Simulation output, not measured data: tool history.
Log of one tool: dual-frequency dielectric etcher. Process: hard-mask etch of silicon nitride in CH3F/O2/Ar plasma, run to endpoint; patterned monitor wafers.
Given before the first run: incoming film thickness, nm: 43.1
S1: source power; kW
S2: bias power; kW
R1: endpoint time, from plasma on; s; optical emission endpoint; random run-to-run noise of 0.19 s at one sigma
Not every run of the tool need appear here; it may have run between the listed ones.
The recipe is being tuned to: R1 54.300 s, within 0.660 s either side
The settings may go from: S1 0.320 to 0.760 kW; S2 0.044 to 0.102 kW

run 1 hour=0.0 | S1=0.540 S2=0.073 | R1=59.435
run 2 hour=1.0 | S1=0.560 S2=0.073 | R1=58.810
run 3 hour=3.2 | S1=0.580 S2=0.073 | R1=57.947
run 4 hour=4.6 | S1=0.520 S2=0.073 | R1=60.302
run 5 hour=5.3 | S1=0.540 S2=0.073 | R1=59.530
run 6 hour=7.8 | S1=0.560 S2=0.073 | R1=58.428
run 7 hour=16.3 | S1=0.570 S2=0.073 | R1=58.424
run 8 hour=25.0 | S1=0.590 S2=0.073 | R1=57.282
run 9 hour=26.8 | S1=0.600 S2=0.073 | R1=57.100
run 10 hour=28.9 | S1=0.610 S2=0.073 | R1=56.699

Which of these 4 next moves meets every target?
run A hour=31.0 | S1=0.590 S2=0.078 | R1=?
run B hour=31.0 | S1=0.560 S2=0.079 | R1=?
run C hour=31.0 | S1=0.610 S2=0.066 | R1=?
run D hour=31.0 | S1=0.710 S2=0.070 | R1=?

move=A R1=56.040
move=B R1=56.921
move=C R1=59.512
move=D R1=54.495
A: closes in on the targets versus the last run, not all within tolerance yet
B: further off than the last run
C: further off than the last run
D: every result within its allowed miss
Move D is the one to make.
